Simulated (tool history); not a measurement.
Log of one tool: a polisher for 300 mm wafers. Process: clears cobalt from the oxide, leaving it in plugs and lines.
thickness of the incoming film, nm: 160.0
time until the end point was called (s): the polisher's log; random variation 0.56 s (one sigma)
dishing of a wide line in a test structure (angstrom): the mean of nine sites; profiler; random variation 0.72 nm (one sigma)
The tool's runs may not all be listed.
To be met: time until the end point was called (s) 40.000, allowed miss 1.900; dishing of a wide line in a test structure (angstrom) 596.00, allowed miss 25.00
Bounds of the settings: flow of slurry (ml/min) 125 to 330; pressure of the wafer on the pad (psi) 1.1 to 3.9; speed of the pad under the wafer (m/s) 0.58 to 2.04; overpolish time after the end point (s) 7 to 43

run  hour  flow of slurry (ml/min)  pressure of the wafer on the pad (psi)  speed of the pad under the wafer (m/s)  overpolish time after the end point (s)  time until the end point was called (s)  dishing of a wide line in a test structure (angstrom)
  1   0.0                      210                                     2.5                                    1.30                                       22                                   20.079                                                 690.32
  2   8.5                      210                                     2.5                                    1.30                                       31                                   20.382                                                 719.15
  3  12.0                      210                                     2.1                                    1.26                                       30                                   24.487                                                 700.98
  4  16.2                      210                                     1.8                                    1.22                                       27                                   29.330                                                 651.90
  5  19.6                      210                                     1.6                                    1.22                                       26                                   32.183                                                 623.33
  6  20.9                      210                                     1.6                                    1.22                                       34                                   32.486                                                 680.37
  7  29.1                      210                                     1.5                                    1.22                                       32                                   33.337                                                 652.71
  8  36.5                      210                                     1.4                                    1.22                                       31                                   36.866                                                 644.81
  9  45.0                      210                                     1.4                                    1.22                                       29                                   36.593                                                 619.63

5 next moves are on the table. One of them brings every result within its allowed miss. Which?
  A  53.5                      195                                     1.3                                    1.38                                       24                                        ?                                                      ?
  B  53.5                      200                                     1.3                                    1.18                                       30                                        ?                                                      ?
  C  53.5                      225                                     1.5                                    1.26                                       27                                        ?                                                      ?
  D  53.5                      250                                     1.6                                    1.16                                       24                                        ?                                                      ?
  E  53.5                      240                                     1.3                                    1.50                                       23                                        ?                                                      ?

move  time until the end point was called (s)  dishing of a wide line in a test structure (angstrom)
   A                                   34.951                                                 574.93
   B                                   40.572                                                 594.57
   C                                   33.078                                                 617.17
   D                                   33.457                                                 585.95
   E                                   31.570                                                 589.50
A: further off than the last run
B: meets every target
C: further off than the last run
D: further off than the last run
E: further off than the last run
The right move is B.

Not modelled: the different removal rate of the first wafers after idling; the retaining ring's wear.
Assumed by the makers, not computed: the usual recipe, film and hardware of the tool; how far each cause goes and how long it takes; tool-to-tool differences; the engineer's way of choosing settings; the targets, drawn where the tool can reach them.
